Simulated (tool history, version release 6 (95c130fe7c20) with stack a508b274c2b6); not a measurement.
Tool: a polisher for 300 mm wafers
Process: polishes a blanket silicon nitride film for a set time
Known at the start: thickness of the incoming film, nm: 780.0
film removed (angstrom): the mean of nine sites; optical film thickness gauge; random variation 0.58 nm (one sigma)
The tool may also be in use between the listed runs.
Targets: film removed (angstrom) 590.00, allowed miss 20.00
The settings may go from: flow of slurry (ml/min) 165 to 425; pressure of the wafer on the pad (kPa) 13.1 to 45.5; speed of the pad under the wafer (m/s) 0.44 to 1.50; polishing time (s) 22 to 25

| run | hour | flow of slurry (ml/min) | pressure of the wafer on the pad (kPa) | speed of the pad under the wafer (m/s) | polishing time (s) | film removed (angstrom) |
|---|---|---|---|---|---|---|
| 1 | 0.0 | 275 | 29.0 | 0.96 | 25 | 401.08 |
| 2 | 7.6 | 275 | 32.4 | 0.96 | 25 | 439.59 |
| 3 | 14.5 | 275 | 32.4 | 0.96 | 25 | 448.41 |
| 4 | 19.5 | 275 | 38.6 | 0.96 | 25 | 530.25 |
| 5 | 24.6 | 275 | 38.6 | 0.96 | 22 | 472.46 |
| 6 | 31.8 | 275 | 38.6 | 0.96 | 25 | 529.09 |
| 7 | 34.0 | 275 | 40.0 | 0.96 | 25 | 545.20 |
| 8 | 38.5 | 275 | 40.7 | 0.96 | 25 | 550.45 |

Which of these 5 next moves meets every target?
| A | 43.0 | 340 | 34.5 | 1.12 | 22 | ? |
| B | 43.0 | 250 | 44.8 | 0.88 | 22 | ? |
| C | 43.0 | 310 | 45.5 | 0.88 | 25 | ? |
| D | 43.0 | 240 | 37.2 | 0.98 | 25 | ? |
| E | 43.0 | 245 | 42.7 | 0.90 | 23 | ? |

| move | film removed (angstrom) |
|---|---|
| A | 474.07 |
| B | 491.66 |
| C | 578.44 |
| D | 505.80 |
| E | 498.63 |
A: further off than the last run
B: further off than the last run
C: meets every target
D: further off than the last run
E: further off than the last run
Answer: C
